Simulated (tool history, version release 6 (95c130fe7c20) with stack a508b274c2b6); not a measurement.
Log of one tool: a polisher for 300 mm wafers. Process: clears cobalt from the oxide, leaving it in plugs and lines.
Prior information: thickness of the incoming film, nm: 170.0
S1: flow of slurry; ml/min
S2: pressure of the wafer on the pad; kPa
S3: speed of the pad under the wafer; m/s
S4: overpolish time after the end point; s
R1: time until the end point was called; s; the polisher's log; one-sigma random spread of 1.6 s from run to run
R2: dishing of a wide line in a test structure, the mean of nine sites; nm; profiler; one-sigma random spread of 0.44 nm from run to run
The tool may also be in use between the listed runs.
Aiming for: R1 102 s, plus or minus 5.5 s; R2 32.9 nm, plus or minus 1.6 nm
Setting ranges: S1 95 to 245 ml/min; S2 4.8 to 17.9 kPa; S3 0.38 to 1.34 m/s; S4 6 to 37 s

Run 1, hour 0: S1 155 ml/min, S2 11 kPa, S3 0.86 m/s, S4 19 s. Result: R1 52.756 s, R2 40.876 nm.
Run 2, hour 7.6: S1 155 ml/min, S2 11 kPa, S3 0.86 m/s, S4 14 s. Result: R1 52.344 s, R2 33.142 nm.
Run 3, hour 8.1: S1 155 ml/min, S2 9.7 kPa, S3 0.84 m/s, S4 16 s. Result: R1 60.652 s, R2 33.156 nm.
Run 4, hour 14.1: S1 155 ml/min, S2 9 kPa, S3 0.82 m/s, S4 17 s. Result: R1 67.043 s, R2 33.12 nm.
Run 5, hour 20.9: S1 155 ml/min, S2 6.2 kPa, S3 0.82 m/s, S4 17 s. Result: R1 95.882 s, R2 24.858 nm.
Run 6, hour 26.5: S1 155 ml/min, S2 6.2 kPa, S3 0.82 m/s, S4 21 s. Result: R1 94.082 s, R2 29.367 nm.
Run 7, hour 35.2: S1 155 ml/min, S2 6.2 kPa, S3 0.82 m/s, S4 21 s. Result: R1 96.196 s, R2 30.071 nm.
Run 8, hour 39.3: S1 155 ml/min, S2 6.2 kPa, S3 0.82 m/s, S4 22 s. Result: R1 95.658 s, R2 30.795 nm.
Run 9, hour 40.9: S1 150 ml/min, S2 6.2 kPa, S3 0.82 m/s, S4 24 s. Result: R1 97.655 s, R2 32.74 nm.
Run 10, hour 45: S1 145 ml/min, S2 6.2 kPa, S3 0.82 m/s, S4 25 s. Result: R1 96.765 s, R2 33.702 nm.
Run 11, hour 47.5: S1 140 ml/min, S2 5.5 kPa, S3 0.82 m/s, S4 25 s. Result: R1 104.69 s, R2 30.506 nm.
Run 12, hour 54.7: S1 145 ml/min, S2 5.5 kPa, S3 0.82 m/s, S4 25 s. Result: R1 107.6 s, R2 30.808 nm.
Run 13, hour 57: S1 150 ml/min, S2 5.5 kPa, S3 0.82 m/s, S4 25 s. Result: R1 105.53 s, R2 30.701 nm.

Of the 4 settings listed for the next run, only one would bring every result within its allowed miss of target. Which one?
Run A, hour 59.3: S1 135 ml/min, S2 5.5 kPa, S3 0.88 m/s, S4 22 s. Result: R1 ?, R2 ?.
Run B, hour 59.3: S1 110 ml/min, S2 5.5 kPa, S3 0.92 m/s, S4 26 s. Result: R1 ?, R2 ?.
Run C, hour 59.3: S1 155 ml/min, S2 6.9 kPa, S3 0.74 m/s, S4 25 s. Result: R1 ?, R2 ?.
Run D, hour 59.3: S1 135 ml/min, S2 5.5 kPa, S3 0.88 m/s, S4 20 s. Result: R1 ?, R2 ?.

move      R1      R2
   A  102.27  29.256
   B  103.55  32.643
   C  92.866  34.215
   D  102.27  27.259
A: its largest miss is bigger than the last run's
B: in spec on every target
C: brings the last run's worst result on target, with another outside its allowed miss
D: its largest miss is bigger than the last run's
Move B is the one to make.
